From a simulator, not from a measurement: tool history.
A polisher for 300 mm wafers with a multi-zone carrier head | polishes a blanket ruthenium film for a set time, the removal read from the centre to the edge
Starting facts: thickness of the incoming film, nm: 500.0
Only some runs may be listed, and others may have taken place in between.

| run | hour | flow of slurry (ml/min) | pressure of the head's centre zone | pressure of the head's middle zone | pressure of the head's edge zone | polishing time (s) | film removed at the wafer's centre (nm) | film removed at mid-radius (nm) | film removed at the wafer's edge (nm) |
|---|---|---|---|---|---|---|---|---|---|
| 1 | 0 | 175 | 1 | 1 | 1 | 82 | 73.786 | 75.921 | 77.003 |
| 2 | 3.2 | 175 | 1 | 1 | 1 | 96 | 87.399 | 89.25 | 89.154 |
| 3 | 8.6 | 175 | 1 | 1 | 0.93 | 96 | 87.429 | 88.932 | 84.844 |
| 4 | 9.2 | 175 | 1.07 | 1 | 0.93 | 96 | 91.022 | 89.381 | 85.357 |
| 5 | 12 | 175 | 1.07 | 1 | 0.93 | 111 | 103.65 | 102.32 | 100.14 |
| 6 | 14.5 | 165 | 1.03 | 1.01 | 0.93 | 110 | 101.31 | 100.95 | 97.331 |

What does the tool deliver on the next run?
| 7 | 19.8 | 165 | 0.99 | 1.02 | 0.94 | 109 | ? | ? | ? |

Logged for run 7: film removed at the wafer's centre (nm) 94.045, film removed at mid-radius (nm) 100.62, film removed at the wafer's edge (nm) 97.407.
